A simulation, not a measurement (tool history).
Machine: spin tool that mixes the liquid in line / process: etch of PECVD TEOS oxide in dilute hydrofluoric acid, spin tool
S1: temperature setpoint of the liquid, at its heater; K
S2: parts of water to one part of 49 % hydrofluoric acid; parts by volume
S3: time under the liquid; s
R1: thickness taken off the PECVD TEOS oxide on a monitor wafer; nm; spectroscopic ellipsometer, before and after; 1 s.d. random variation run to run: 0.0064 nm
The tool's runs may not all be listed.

run 1 hour=0.0 | S1=298.15 S2=280 S3=35 | R1=1.2551
run 2 hour=2.4 | S1=298.15 S2=210 S3=35 | R1=1.7809
run 3 hour=11.1 | S1=298.15 S2=175 S3=35 | R1=2.2039
run 4 hour=13.8 | S1=298.15 S2=175 S3=35 | R1=2.2454
run 5 hour=17.8 | S1=296.15 S2=205 S3=35 | R1=1.6998
run 6 hour=25.9 | S1=294.65 S2=205 S3=35 | R1=1.6116
run 7 hour=28.5 | S1=293.65 S2=225 S3=35 | R1=1.3913
run 8 hour=33.2 | S1=293.65 S2=225 S3=35 | R1=1.3813

For run 9, what comes out?
run 9 hour=36.7 | S1=292.65 S2=240 S3=35 | R1=?

R1: 1.2232 nm

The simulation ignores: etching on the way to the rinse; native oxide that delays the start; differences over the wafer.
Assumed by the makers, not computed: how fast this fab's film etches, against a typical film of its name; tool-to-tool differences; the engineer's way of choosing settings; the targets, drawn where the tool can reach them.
